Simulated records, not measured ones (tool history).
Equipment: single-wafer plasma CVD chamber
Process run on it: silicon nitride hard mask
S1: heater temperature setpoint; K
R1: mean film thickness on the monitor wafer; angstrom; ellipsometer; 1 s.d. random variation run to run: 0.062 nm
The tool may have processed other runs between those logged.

Run 1, hour 0.0: S1 678.15 K, chamber pressure (Torr) 1.20, RF power (kW) 0.290, deposition time (s) 21.1. Result: R1 211.35 angstrom.
Run 2, hour 5.5: S1 678.15 K, chamber pressure (Torr) 1.02, RF power (kW) 0.290, deposition time (s) 21.1. Result: R1 198.02 angstrom.
Run 3, hour 8.5: S1 678.15 K, chamber pressure (Torr) 1.15, RF power (kW) 0.295, deposition time (s) 21.1. Result: R1 210.33 angstrom.
Run 4, hour 11.0: S1 678.15 K, chamber pressure (Torr) 1.15, RF power (kW) 0.295, deposition time (s) 21.1. Result: R1 211.37 angstrom.
Run 5, hour 19.2: S1 678.15 K, chamber pressure (Torr) 1.00, RF power (kW) 0.295, deposition time (s) 21.1. Result: R1 199.11 angstrom.
Run 6, hour 24.0: S1 678.15 K, chamber pressure (Torr) 1.21, RF power (kW) 0.295, deposition time (s) 21.1. Result: R1 215.78 angstrom.
Run 7, hour 30.6: S1 678.15 K, chamber pressure (Torr) 1.45, RF power (kW) 0.310, deposition time (s) 21.1. Result: R1 238.72 angstrom.
Run 8, hour 38.7: S1 678.15 K, chamber pressure (Torr) 1.50, RF power (kW) 0.310, deposition time (s) 21.1. Result: R1 240.77 angstrom.
Run 9, hour 47.4: S1 678.15 K, chamber pressure (Torr) 1.54, RF power (kW) 0.315, deposition time (s) 21.1. Result: R1 246.49 angstrom.
Run 10, hour 53.5: S1 678.15 K, chamber pressure (Torr) 1.57, RF power (kW) 0.315, deposition time (s) 21.1. Result: R1 247.27 angstrom.
Run 11, hour 61.8: S1 678.15 K, chamber pressure (Torr) 1.59, RF power (kW) 0.315, deposition time (s) 21.1. Result: R1 249.90 angstrom.
Run 12, hour 69.5: S1 678.15 K, chamber pressure (Torr) 1.61, RF power (kW) 0.315, deposition time (s) 21.1. Result: R1 250.58 angstrom.

Run 13 has not been measured yet. What should we expect?
Run 13, hour 76.6: S1 678.15 K, chamber pressure (Torr) 1.62, RF power (kW) 0.315, deposition time (s) 21.1. Result: R1 ?.

R1: 250.50 angstrom
